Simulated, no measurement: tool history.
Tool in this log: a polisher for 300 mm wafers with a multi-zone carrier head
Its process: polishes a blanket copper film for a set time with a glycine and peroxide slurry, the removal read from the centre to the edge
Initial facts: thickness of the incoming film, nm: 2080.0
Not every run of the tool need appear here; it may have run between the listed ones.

run  hour  flow of slurry (ml/min)  pressure of the head's centre zone  pressure of the head's middle zone  pressure of the head's edge zone  polishing time (s)  film removed at the wafer's centre (angstrom)  film removed at mid-radius (angstrom)  film removed at the wafer's edge (angstrom)
  1   0.0                      270                                1.00                                1.00                              1.00                  75                                         4771.0                                 4517.1                                       4664.3
  2   9.0                      270                                1.07                                1.00                              1.00                  75                                         5001.1                                 4539.6                                       4718.6
  3  17.0                      300                                1.07                                1.00                              1.00                  75                                         5110.0                                 4642.7                                       4668.7
  4  25.8                      300                                1.07                                1.00                              1.00                  91                                         6195.5                                 5600.6                                       5700.2
  5  27.4                      300                                1.07                                1.00                              1.04                  91                                         6177.3                                 5591.9                                       5892.0
  6  34.3                      300                                1.07                                1.00                              1.00                  91                                         6244.3                                 5676.6                                       5820.0
  7  40.6                      295                                1.07                                0.99                              1.00                  91                                         6229.8                                 5494.6                                       5781.9
  8  49.6                      290                                1.07                                0.99                              1.00                  91                                         6194.3                                 5695.0                                       5736.9

Run 9 comes next. What will it give?
  9  55.4                      295                                1.07                                0.98                              1.01                  91                                              ?                                      ?                                            ?

{"run 9": {"film removed at the wafer's centre (angstrom)": 6181.0, "film removed at mid-radius (angstrom)": 5523.3, "film removed at the wafer's edge (angstrom)": 5743.4}}
